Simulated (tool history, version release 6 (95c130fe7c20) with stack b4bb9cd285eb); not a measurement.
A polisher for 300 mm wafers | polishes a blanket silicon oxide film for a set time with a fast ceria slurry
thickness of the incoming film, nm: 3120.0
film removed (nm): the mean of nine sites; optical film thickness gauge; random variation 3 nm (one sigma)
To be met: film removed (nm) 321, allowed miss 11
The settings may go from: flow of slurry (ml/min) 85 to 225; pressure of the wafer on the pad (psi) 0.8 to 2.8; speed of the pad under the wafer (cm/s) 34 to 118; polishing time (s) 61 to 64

run  hour  flow of slurry (ml/min)  pressure of the wafer on the pad (psi)  speed of the pad under the wafer (cm/s)  polishing time (s)  film removed (nm)
  1     0                      145                                     1.8                                       76                  61             487.27
  2   7.4                      145                                     1.8                                       76                  64             517.39
  3  15.3                      160                                     1.8                                       76                  64             524.98
  4  23.4                      160                                     1.8                                       94                  64             637.04
  5  25.5                      160                                     1.6                                       92                  64             565.94
  6  30.5                      160                                     1.4                                       90                  64             480.27
  7  32.7                      160                                     1.3                                       90                  64             453.12
  8  36.1                      160                                     1.2                                       90                  64             425.14
  9  44.4                      160                                     1.1                                       90                  64             382.66
 10  53.4                      155                                     1.1                                       90                  64             381.17
 11  61.9                      145                                     1.1                                       90                  64             377.55
 12  67.1                      140                                     1.1                                       90                  64             376.56
 13  68.4                      135                                     1.1                                       90                  64             377.69
 14  74.8                      130                                       1                                       90                  64             334.72
 15  78.6                      125                                       1                                       90                  64             336.07
 16  86.1                      120                                       1                                       90                  64             332.96

5 next moves are on the table. One of them brings every result within its allowed miss. Which?
  A  93.6                      145                                     0.9                                       96                  62                  ?
  B  93.6                      105                                     1.3                                       78                  63                  ?
  C  93.6                      120                                     1.2                                       82                  63                  ?
  D  93.6                      110                                     1.2                                       82                  64                  ?
  E  93.6                      100                                     1.1                                       92                  64                  ?

move  film removed (nm)
   A             329.36
   B             356.71
   C              359.7
   D             357.39
   E             358.73
A: meets every target
B: further off than the last run
C: further off than the last run
D: further off than the last run
E: further off than the last run
The right move is A.

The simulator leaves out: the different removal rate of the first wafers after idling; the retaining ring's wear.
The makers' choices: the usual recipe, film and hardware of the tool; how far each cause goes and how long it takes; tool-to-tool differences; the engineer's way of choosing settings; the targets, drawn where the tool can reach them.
